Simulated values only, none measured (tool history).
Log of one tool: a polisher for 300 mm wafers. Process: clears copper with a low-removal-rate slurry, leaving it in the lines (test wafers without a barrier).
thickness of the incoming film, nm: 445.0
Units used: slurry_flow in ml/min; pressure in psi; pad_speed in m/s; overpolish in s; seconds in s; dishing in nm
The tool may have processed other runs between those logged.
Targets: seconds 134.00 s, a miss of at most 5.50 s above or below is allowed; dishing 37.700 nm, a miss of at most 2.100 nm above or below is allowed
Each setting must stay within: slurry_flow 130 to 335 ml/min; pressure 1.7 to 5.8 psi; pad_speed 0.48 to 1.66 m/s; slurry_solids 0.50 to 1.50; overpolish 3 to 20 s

| run | day | slurry_flow | pressure | pad_speed | slurry_solids | overpolish | seconds | dishing |
|---|---|---|---|---|---|---|---|---|
| 1 | 0.000 | 215 | 3.7 | 1.06 | 1.00 | 10 | 109.23 | 31.827 |
| 2 | 0.246 | 215 | 3.2 | 1.06 | 1.00 | 10 | 124.20 | 29.017 |
| 3 | 0.517 | 215 | 3.2 | 1.06 | 0.90 | 10 | 130.13 | 27.248 |
| 4 | 0.700 | 215 | 3.2 | 1.30 | 0.90 | 10 | 104.01 | 33.010 |
| 5 | 1.067 | 215 | 3.0 | 1.30 | 0.90 | 11 | 109.78 | 33.378 |
| 6 | 1.146 | 215 | 2.9 | 1.30 | 0.90 | 12 | 113.50 | 34.882 |
| 7 | 1.196 | 215 | 2.8 | 1.30 | 0.90 | 13 | 114.82 | 37.869 |
|  | 1.408 | head pressure recalibrated |
| 8 | 1.408 | 215 | 2.7 | 1.30 | 0.90 | 13 | 132.56 | 33.095 |

4 next moves are on the table. One of them brings every result within its allowed miss. Which?
| A | 1.621 | 215 | 2.4 | 1.28 | 0.85 | 19 | ? | ? |
| B | 1.621 | 200 | 2.8 | 1.20 | 1.00 | 18 | ? | ? |
| C | 1.621 | 210 | 2.5 | 1.20 | 1.00 | 20 | ? | ? |
| D | 1.621 | 230 | 2.4 | 1.44 | 0.80 | 15 | ? | ? |

| move | seconds | dishing |
|---|---|---|
| A | 146.39 | 42.273 |
| B | 132.79 | 44.165 |
| C | 144.32 | 44.668 |
| D | 131.97 | 37.909 |
A: pushes the last run's worst result past its target
B: pushes the last run's worst result past its target
C: pushes the last run's worst result past its target
D: each result inside its tolerance
So the answer is move D, the one that meets all the targets.

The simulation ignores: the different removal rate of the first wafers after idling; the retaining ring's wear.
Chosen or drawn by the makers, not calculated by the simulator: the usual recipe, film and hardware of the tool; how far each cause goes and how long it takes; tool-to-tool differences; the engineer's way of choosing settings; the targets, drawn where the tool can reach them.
